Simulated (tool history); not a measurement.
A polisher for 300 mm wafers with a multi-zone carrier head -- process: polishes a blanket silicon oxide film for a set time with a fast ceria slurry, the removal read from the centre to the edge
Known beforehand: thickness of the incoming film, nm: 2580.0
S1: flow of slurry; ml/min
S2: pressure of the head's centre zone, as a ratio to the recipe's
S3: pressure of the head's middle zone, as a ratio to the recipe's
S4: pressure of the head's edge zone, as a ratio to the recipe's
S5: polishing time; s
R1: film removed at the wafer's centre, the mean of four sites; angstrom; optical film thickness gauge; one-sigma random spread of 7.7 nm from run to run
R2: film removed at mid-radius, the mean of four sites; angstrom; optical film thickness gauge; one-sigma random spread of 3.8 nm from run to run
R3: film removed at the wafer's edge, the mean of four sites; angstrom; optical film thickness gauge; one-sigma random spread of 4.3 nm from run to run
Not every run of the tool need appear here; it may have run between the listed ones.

run,hour,S1,S2,S3,S4,S5,R1,R2,R3
1,0.0,220,1.00,1.00,1.00,57,4521.9,4676.8,4802.1
2,0.8,195,1.00,1.00,1.00,57,4528.9,4634.7,4708.1
3,2.2,195,1.00,1.00,1.00,51,4051.4,4193.1,4244.7
4,10.6,195,1.00,1.00,0.95,51,4053.0,4164.5,4116.2
5,16.8,200,1.02,1.01,0.96,53,4278.8,4389.0,4354.5
6,22.8,200,1.02,1.09,0.96,53,4226.6,4640.3,4350.8

Forecast run 7:
7,29.0,200,1.02,1.09,0.96,53,?,?,?

Run 7 gave R1 4362.0 angstrom, R2 4667.7 angstrom, R3 4325.2 angstrom.
